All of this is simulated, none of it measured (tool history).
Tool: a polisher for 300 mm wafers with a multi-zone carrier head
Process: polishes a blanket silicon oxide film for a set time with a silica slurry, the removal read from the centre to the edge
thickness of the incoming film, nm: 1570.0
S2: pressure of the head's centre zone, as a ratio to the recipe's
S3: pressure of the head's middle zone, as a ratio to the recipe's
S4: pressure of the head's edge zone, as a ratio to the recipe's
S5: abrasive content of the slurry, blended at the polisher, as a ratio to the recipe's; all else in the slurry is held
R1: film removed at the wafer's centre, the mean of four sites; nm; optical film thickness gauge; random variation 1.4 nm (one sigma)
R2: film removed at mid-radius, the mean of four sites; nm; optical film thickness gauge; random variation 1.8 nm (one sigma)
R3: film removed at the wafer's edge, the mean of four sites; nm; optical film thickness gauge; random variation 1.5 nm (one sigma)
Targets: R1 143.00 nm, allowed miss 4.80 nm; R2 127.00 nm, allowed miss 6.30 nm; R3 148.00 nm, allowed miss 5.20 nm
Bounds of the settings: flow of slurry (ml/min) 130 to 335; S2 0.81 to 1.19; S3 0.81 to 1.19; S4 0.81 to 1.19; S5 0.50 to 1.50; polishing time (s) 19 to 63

run 1 hour=0.0 | flow_of_slurry_(ml/min)=215 S2=1.00 S3=1.00 S4=1.00 S5=1.00 polishing_time_(s)=41 | R1=103.48 R2=102.31 R3=104.19
run 2 hour=8.6 | flow_of_slurry_(ml/min)=215 S2=1.00 S3=1.00 S4=1.08 S5=1.00 polishing_time_(s)=41 | R1=101.42 R2=103.50 R3=108.72
run 3 hour=9.5 | flow_of_slurry_(ml/min)=215 S2=1.03 S3=1.00 S4=1.08 S5=1.00 polishing_time_(s)=41 | R1=105.62 R2=103.42 R3=106.98
run 4 hour=13.2 | flow_of_slurry_(ml/min)=215 S2=1.03 S3=0.99 S4=1.09 S5=1.05 polishing_time_(s)=41 | R1=107.16 R2=102.23 R3=110.94
run 5 hour=13.9 | flow_of_slurry_(ml/min)=215 S2=1.03 S3=1.03 S4=1.09 S5=1.05 polishing_time_(s)=41 | R1=107.44 R2=107.18 R3=111.36
run 6 hour=21.9 | flow_of_slurry_(ml/min)=215 S2=1.11 S3=1.03 S4=1.09 S5=1.05 polishing_time_(s)=41 | R1=116.25 R2=108.86 R3=108.67
run 7 hour=29.1 | flow_of_slurry_(ml/min)=220 S2=1.11 S3=1.03 S4=1.10 S5=1.10 polishing_time_(s)=41 | R1=119.27 R2=108.16 R3=112.56
run 8 hour=32.8 | flow_of_slurry_(ml/min)=245 S2=1.07 S3=1.09 S4=1.19 S5=1.35 polishing_time_(s)=42 | R1=125.85 R2=125.32 R3=129.35
run 9 hour=40.8 | flow_of_slurry_(ml/min)=245 S2=1.07 S3=1.08 S4=1.19 S5=1.35 polishing_time_(s)=42 | R1=124.63 R2=127.14 R3=128.55
run 10 hour=41.8 | flow_of_slurry_(ml/min)=245 S2=1.07 S3=1.06 S4=1.19 S5=1.35 polishing_time_(s)=42 | R1=125.21 R2=126.00 R3=129.68
run 11 hour=45.3 | flow_of_slurry_(ml/min)=265 S2=1.08 S3=0.96 S4=1.19 S5=1.50 polishing_time_(s)=44 | R1=136.61 R2=123.33 R3=143.36

Which of these 5 next moves meets every target?
run A hour=48.8 | flow_of_slurry_(ml/min)=245 S2=1.06 S3=0.94 S4=1.17 S5=1.40 polishing_time_(s)=48 | R1=? R2=? R3=?
run B hour=48.8 | flow_of_slurry_(ml/min)=245 S2=1.08 S3=0.97 S4=1.08 S5=1.50 polishing_time_(s)=45 | R1=? R2=? R3=?
run C hour=48.8 | flow_of_slurry_(ml/min)=310 S2=1.12 S3=0.92 S4=1.15 S5=1.45 polishing_time_(s)=42 | R1=? R2=? R3=?
run D hour=48.8 | flow_of_slurry_(ml/min)=145 S2=1.00 S3=0.90 S4=1.19 S5=1.50 polishing_time_(s)=46 | R1=? R2=? R3=?
run E hour=48.8 | flow_of_slurry_(ml/min)=225 S2=1.00 S3=0.90 S4=1.19 S5=1.40 polishing_time_(s)=47 | R1=? R2=? R3=?

move=A R1=141.78 R2=127.71 R3=152.50
move=B R1=138.46 R2=125.64 R3=140.21
move=C R1=135.84 R2=113.44 R3=136.04
move=D R1=122.17 R2=113.40 R3=144.00
move=E R1=129.61 R2=119.57 R3=149.73
A: meets every target
B: brings the result that was furthest off to its target, and leaves another outside
C: further off than the last run
D: further off than the last run
E: further off than the last run
Move A is the one to make.
